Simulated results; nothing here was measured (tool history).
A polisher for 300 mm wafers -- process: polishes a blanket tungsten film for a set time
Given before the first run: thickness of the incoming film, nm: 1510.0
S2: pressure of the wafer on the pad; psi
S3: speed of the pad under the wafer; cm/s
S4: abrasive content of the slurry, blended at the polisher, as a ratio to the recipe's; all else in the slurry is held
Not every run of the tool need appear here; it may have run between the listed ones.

run 1 hour=0.0 | flow_of_slurry_(ml/min)=320 S2=4.7 S3=92 S4=1.0 polishing_time_(s)=51 | film_removed_(angstrom)=2431.5
run 2 hour=5.3 | flow_of_slurry_(ml/min)=320 S2=4.7 S3=92 S4=1.0 polishing_time_(s)=51 | film_removed_(angstrom)=2512.6
run 3 hour=12.0 | flow_of_slurry_(ml/min)=320 S2=4.2 S3=92 S4=1.0 polishing_time_(s)=51 | film_removed_(angstrom)=2245.9
run 4 hour=19.5 | flow_of_slurry_(ml/min)=320 S2=3.8 S3=92 S4=1.0 polishing_time_(s)=51 | film_removed_(angstrom)=2077.6
run 5 hour=21.3 | flow_of_slurry_(ml/min)=320 S2=3.5 S3=92 S4=1.0 polishing_time_(s)=51 | film_removed_(angstrom)=1883.5
run 6 hour=24.5 | flow_of_slurry_(ml/min)=260 S2=3.5 S3=92 S4=1.0 polishing_time_(s)=51 | film_removed_(angstrom)=1872.8

For run 7, what comes out?
run 7 hour=33.4 | flow_of_slurry_(ml/min)=260 S2=3.3 S3=92 S4=1.0 polishing_time_(s)=51 | film_removed_(angstrom)=?

{"run 7": {"film removed (angstrom)": 1789.5}}

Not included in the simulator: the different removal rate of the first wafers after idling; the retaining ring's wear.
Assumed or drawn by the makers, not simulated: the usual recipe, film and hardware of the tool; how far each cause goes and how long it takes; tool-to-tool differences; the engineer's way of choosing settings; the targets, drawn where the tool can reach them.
